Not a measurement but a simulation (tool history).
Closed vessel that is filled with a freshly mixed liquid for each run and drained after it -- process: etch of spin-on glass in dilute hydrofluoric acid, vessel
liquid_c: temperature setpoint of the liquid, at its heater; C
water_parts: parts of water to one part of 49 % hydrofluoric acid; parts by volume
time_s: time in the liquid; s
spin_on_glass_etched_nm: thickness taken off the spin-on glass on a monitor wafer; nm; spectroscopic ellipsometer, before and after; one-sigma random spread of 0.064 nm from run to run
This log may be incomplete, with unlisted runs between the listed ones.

run    day  liquid_c  water_parts  time_s  spin_on_glass_etched_nm
  1      0        24          215     120                   19.775
  2    0.1      22.5          230     120                    17.21
  3  0.475      21.5          245     120                   15.039
  4  0.704      19.5          245     120                   14.164
  5  0.842        19          255     120                   13.305
  6  1.042        19          255     120                   13.399
  7  1.262      18.5          265     120                   12.316
  8  1.608        18          270     120                   11.962

Run 9 is up next; what results do you expect?
  9  1.971        18          275     120                        ?

spin_on_glass_etched_nm: 11.726 nm
